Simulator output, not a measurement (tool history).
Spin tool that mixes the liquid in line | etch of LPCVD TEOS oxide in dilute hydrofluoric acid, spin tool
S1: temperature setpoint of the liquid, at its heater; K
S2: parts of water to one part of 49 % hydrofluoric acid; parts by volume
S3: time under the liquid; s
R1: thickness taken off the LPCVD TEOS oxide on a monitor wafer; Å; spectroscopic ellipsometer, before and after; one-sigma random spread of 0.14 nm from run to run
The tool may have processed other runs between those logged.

Run 1, hour 0.0: S1 294.15 K, S2 125 parts by volume, S3 15 s. Result: R1 63.301 Å.
Run 2, hour 5.2: S1 297.15 K, S2 125 parts by volume, S3 15 s. Result: R1 71.068 Å.
Run 3, hour 12.0: S1 297.15 K, S2 125 parts by volume, S3 15 s. Result: R1 71.297 Å.
Run 4, hour 14.7: S1 297.15 K, S2 90 parts by volume, S3 15 s. Result: R1 101.650 Å.
Run 5, hour 19.7: S1 297.65 K, S2 85 parts by volume, S3 15 s. Result: R1 111.790 Å.
Run 6, hour 25.6: S1 297.65 K, S2 85 parts by volume, S3 15 s. Result: R1 111.920 Å.
At hour 28.1: thermometer replaced.
Run 7, hour 28.1: S1 298.15 K, S2 80 parts by volume, S3 15 s. Result: R1 110.680 Å.
Run 8, hour 35.3: S1 298.65 K, S2 75 parts by volume, S3 15 s. Result: R1 121.730 Å.
Run 9, hour 43.6: S1 299.15 K, S2 70 parts by volume, S3 15 s. Result: R1 133.310 Å.

Predict the results of run 10:
Run 10, hour 49.9: S1 299.65 K, S2 70 parts by volume, S3 15 s. Result: R1 ?.

R1: 137.200 Å
